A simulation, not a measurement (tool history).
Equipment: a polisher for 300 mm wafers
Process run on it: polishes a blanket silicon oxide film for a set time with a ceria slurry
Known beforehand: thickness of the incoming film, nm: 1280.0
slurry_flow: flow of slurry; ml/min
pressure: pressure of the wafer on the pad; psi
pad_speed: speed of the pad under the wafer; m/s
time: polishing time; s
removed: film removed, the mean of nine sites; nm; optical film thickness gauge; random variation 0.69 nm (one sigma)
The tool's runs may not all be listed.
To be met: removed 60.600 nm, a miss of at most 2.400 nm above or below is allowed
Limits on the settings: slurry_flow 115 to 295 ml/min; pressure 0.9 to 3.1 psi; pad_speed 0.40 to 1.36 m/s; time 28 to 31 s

run    day  slurry_flow  pressure  pad_speed  time  removed
  1  0.000          190       2.0       0.88    31   82.141
  2  0.283          150       2.0       0.88    31   78.514
  3  0.354          150       1.8       0.88    31   74.321
  4  0.621          150       1.7       0.88    31   68.894
  5  0.967          150       1.7       1.10    31   81.145
  6  1.225          150       1.6       1.10    31   78.464
  7  1.262          150       1.5       1.10    31   73.075
  8  1.483          150       1.3       1.10    31   67.230

Which of these 4 next moves meets every target?
  A  1.704          140       1.5       1.06    29        ?
  B  1.704          160       1.6       1.24    28        ?
  C  1.704          205       1.1       1.32    29        ?
  D  1.704          165       1.4       1.04    28        ?

move  removed
   A   65.439
   B   77.065
   C   64.452
   D   60.709
A: nearer than the last run, and not there yet
B: further off than the last run
C: nearer than the last run, and not there yet
D: in spec on every target
The move that meets every target is D.
